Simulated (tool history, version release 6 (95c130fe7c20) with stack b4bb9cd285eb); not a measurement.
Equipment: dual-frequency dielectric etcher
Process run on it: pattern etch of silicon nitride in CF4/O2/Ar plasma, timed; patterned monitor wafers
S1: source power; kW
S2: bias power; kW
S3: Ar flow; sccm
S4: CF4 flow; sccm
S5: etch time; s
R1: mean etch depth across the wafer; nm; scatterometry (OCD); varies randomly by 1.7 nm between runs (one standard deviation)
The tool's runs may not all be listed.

Run 1, hour 0.0: S1 0.690 kW, S2 0.051 kW, S3 104 sccm, S4 83 sccm, S5 108 s. Result: R1 280.74 nm.
Run 2, hour 2.2: S1 0.590 kW, S2 0.051 kW, S3 104 sccm, S4 83 sccm, S5 108 s. Result: R1 247.83 nm.
Run 3, hour 8.4: S1 0.520 kW, S2 0.051 kW, S3 104 sccm, S4 83 sccm, S5 108 s. Result: R1 222.54 nm.
Run 4, hour 14.1: S1 0.520 kW, S2 0.046 kW, S3 104 sccm, S4 83 sccm, S5 108 s. Result: R1 214.12 nm.
Run 5, hour 16.9: S1 0.600 kW, S2 0.046 kW, S3 104 sccm, S4 83 sccm, S5 108 s. Result: R1 241.30 nm.
Run 6, hour 22.3: S1 0.660 kW, S2 0.046 kW, S3 104 sccm, S4 83 sccm, S5 108 s. Result: R1 262.14 nm.
Run 7, hour 25.2: S1 0.710 kW, S2 0.046 kW, S3 104 sccm, S4 83 sccm, S5 108 s. Result: R1 276.37 nm.
Run 8, hour 33.0: S1 0.760 kW, S2 0.046 kW, S3 104 sccm, S4 83 sccm, S5 108 s. Result: R1 289.48 nm.
Run 9, hour 38.6: S1 0.800 kW, S2 0.046 kW, S3 104 sccm, S4 83 sccm, S5 108 s. Result: R1 304.77 nm.
Run 10, hour 43.4: S1 0.830 kW, S2 0.046 kW, S3 104 sccm, S4 83 sccm, S5 108 s. Result: R1 314.65 nm.
Run 11, hour 48.2: S1 0.860 kW, S2 0.046 kW, S3 104 sccm, S4 83 sccm, S5 108 s. Result: R1 323.56 nm.

What will run 12 give?
Run 12, hour 53.3: S1 0.880 kW, S2 0.046 kW, S3 104 sccm, S4 83 sccm, S5 108 s. Result: R1 ?.

For run 12 the tool returned R1 329.76 nm.
